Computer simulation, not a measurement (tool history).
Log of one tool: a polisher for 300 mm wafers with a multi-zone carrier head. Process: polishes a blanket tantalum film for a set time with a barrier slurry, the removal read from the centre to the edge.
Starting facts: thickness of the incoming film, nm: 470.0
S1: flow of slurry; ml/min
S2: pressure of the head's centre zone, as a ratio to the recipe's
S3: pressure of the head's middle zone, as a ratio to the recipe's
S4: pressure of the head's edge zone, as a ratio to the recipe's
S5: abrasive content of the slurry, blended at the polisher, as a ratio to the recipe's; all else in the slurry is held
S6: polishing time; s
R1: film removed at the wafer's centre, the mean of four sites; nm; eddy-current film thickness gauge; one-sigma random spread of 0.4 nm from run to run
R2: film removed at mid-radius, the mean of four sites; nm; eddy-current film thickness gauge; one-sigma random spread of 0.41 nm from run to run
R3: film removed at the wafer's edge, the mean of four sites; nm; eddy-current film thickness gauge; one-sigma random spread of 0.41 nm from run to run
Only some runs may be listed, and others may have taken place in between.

| run | hour | S1 | S2 | S3 | S4 | S5 | S6 | R1 | R2 | R3 |
|---|---|---|---|---|---|---|---|---|---|---|
| 1 | 0.0 | 255 | 1.00 | 1.00 | 1.00 | 1.0 | 53 | 51.466 | 51.300 | 51.483 |
| 2 | 5.1 | 275 | 1.00 | 1.02 | 1.03 | 1.0 | 53 | 52.114 | 52.457 | 52.679 |
| 3 | 6.7 | 290 | 1.00 | 1.04 | 1.05 | 1.0 | 53 | 51.868 | 53.791 | 53.050 |
| 4 | 15.4 | 290 | 1.00 | 1.04 | 1.09 | 1.0 | 53 | 52.368 | 53.555 | 54.064 |
| 5 | 20.6 | 300 | 1.00 | 1.05 | 1.11 | 1.0 | 53 | 53.122 | 54.594 | 54.939 |
| 6 | 21.4 | 300 | 1.00 | 1.10 | 1.11 | 1.0 | 53 | 52.957 | 57.099 | 54.807 |
| 7 | 27.7 | 300 | 1.00 | 1.10 | 1.11 | 1.0 | 53 | 52.159 | 56.092 | 54.961 |
| 8 | 35.2 | 310 | 1.01 | 1.10 | 1.12 | 1.0 | 53 | 53.768 | 56.719 | 54.958 |
| 9 | 43.3 | 310 | 1.01 | 1.10 | 1.12 | 1.0 | 53 | 54.066 | 56.860 | 55.133 |
| 10 | 52.0 | 315 | 1.01 | 1.10 | 1.13 | 1.0 | 53 | 53.747 | 56.734 | 55.570 |
| 11 | 58.6 | 320 | 1.01 | 1.10 | 1.14 | 1.0 | 53 | 53.707 | 57.327 | 56.856 |

Estimate the outcome of run 12 from the log above:
| 12 | 66.0 | 320 | 1.01 | 1.10 | 1.14 | 1.0 | 53 | ? | ? | ? |

R1: 53.707 nm
R2: 57.103 nm
R3: 55.690 nm

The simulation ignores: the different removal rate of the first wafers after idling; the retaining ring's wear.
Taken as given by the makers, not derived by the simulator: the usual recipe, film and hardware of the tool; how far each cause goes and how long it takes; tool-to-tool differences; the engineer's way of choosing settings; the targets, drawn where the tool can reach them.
